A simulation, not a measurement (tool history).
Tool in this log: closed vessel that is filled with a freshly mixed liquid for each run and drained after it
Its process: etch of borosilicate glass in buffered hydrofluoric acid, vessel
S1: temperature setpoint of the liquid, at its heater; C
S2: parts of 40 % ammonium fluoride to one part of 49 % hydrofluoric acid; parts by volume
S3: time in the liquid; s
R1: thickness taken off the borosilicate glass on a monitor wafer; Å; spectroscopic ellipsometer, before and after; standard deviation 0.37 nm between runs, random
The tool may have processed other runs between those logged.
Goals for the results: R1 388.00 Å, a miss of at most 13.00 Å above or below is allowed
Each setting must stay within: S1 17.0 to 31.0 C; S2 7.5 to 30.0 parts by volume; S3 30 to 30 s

run,day,S1,S2,S3,R1
1,0.000,23.0,20.5,30,175.51
2,0.058,24.0,20.5,30,185.60
3,0.308,26.0,18.0,30,231.37
4,0.583,26.0,13.0,30,325.25
5,0.842,26.0,13.0,30,319.35
6,1.046,26.0,13.0,30,325.07
7,1.425,27.0,13.0,30,338.48
8,1.692,27.5,13.0,30,349.72
9,1.992,28.0,13.0,30,362.18
10,2.033,28.5,13.0,30,366.95

Pick the move, out of 4, that brings all results within their allowed miss; only one does.
A,2.075,29.5,12.0,30,?
B,2.075,27.5,10.5,30,?
C,2.075,26.0,11.5,30,?
D,2.075,26.5,11.0,30,?

move,R1
A,426.01
B,437.76
C,369.84
D,396.75
A: pushes the last run's worst result past its target
B: pushes the last run's worst result past its target
C: nearer than the last run, and not there yet
D: all results in spec
Correct choice: D, which meets every target
